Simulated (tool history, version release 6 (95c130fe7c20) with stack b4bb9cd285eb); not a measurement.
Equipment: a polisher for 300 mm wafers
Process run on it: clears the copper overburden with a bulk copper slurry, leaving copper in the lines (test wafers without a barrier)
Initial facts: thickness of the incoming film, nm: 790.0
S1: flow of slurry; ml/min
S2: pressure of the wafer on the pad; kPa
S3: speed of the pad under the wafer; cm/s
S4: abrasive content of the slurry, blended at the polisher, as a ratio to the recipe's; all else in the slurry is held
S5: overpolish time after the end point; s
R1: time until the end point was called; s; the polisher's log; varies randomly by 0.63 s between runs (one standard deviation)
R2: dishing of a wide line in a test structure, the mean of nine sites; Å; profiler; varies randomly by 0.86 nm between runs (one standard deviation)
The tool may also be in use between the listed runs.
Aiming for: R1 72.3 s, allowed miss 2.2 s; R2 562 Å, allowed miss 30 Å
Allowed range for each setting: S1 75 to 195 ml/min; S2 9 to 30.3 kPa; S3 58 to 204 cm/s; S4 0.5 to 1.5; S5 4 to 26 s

run	day	S1	S2	S3	S4	S5	R1	R2
1	0	125	19.3	130	1	13	73.043	806.42
2	0.096	125	19.3	130	1	12	72.899	730.43
3	0.25	125	19.3	110	1	12	85.914	662.92
4	0.4	130	19.3	110	1	11	83.98	636.05
5	0.425	145	19.3	110	1	11	82.112	637.91
6	0.492	145	19.3	110	0.85	11	86.062	618.34
7	0.721	150	19.3	110	0.85	11	85.013	604.94
8	0.946	185	21.4	112	0.85	7	73.843	480

Exercise: of the 4 proposed moves below, exactly one satisfies all targets within the stated allowed misses. Which move is it?
A	1.171	170	21.4	126	0.85	9	?	?
B	1.171	115	28.3	98	1.1	6	?	?
C	1.171	190	20.7	120	0.85	8	?	?
D	1.171	170	23.4	98	0.85	9	?	?

move	R1	R2
A	67.696	634.51
B	67.5	461.35
C	71.702	550.18
D	78.919	564.17
A: the result that was furthest off in the last run now lies on the other side of its target
B: moves away from the targets compared with the last run
C: each result inside its tolerance
D: puts the biggest miss on target and leaves a different result outside tolerance
C meets every target.

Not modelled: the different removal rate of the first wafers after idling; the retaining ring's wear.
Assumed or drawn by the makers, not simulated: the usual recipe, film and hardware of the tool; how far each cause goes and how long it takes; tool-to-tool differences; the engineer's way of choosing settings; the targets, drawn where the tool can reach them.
